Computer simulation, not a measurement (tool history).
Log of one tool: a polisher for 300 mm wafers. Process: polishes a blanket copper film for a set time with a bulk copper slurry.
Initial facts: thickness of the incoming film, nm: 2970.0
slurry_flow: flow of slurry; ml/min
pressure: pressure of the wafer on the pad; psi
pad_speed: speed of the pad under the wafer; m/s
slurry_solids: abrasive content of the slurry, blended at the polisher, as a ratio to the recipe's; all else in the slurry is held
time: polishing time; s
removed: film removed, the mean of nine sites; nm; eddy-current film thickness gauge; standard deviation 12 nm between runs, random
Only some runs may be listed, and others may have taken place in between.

| run | hour | slurry_flow | pressure | pad_speed | slurry_solids | time | removed |
|---|---|---|---|---|---|---|---|
| 1 | 0.0 | 150 | 3.5 | 1.06 | 1.0 | 85 | 832.54 |
| 2 | 4.0 | 150 | 3.5 | 1.06 | 1.0 | 90 | 857.81 |
| 3 | 5.4 | 150 | 3.5 | 1.06 | 1.0 | 85 | 837.87 |
| 4 | 8.4 | 150 | 3.9 | 1.06 | 1.0 | 85 | 931.10 |
| 5 | 15.1 | 150 | 4.0 | 1.06 | 1.0 | 85 | 944.94 |
| 6 | 19.6 | 150 | 4.5 | 1.06 | 1.0 | 85 | 1052.50 |
| 7 | 27.9 | 150 | 4.5 | 1.06 | 1.0 | 85 | 1058.70 |

Run 8 comes next. What will it give?
| 8 | 36.3 | 160 | 4.7 | 1.06 | 1.0 | 85 | ? |

{"run 8": {"removed": 1117.1}}
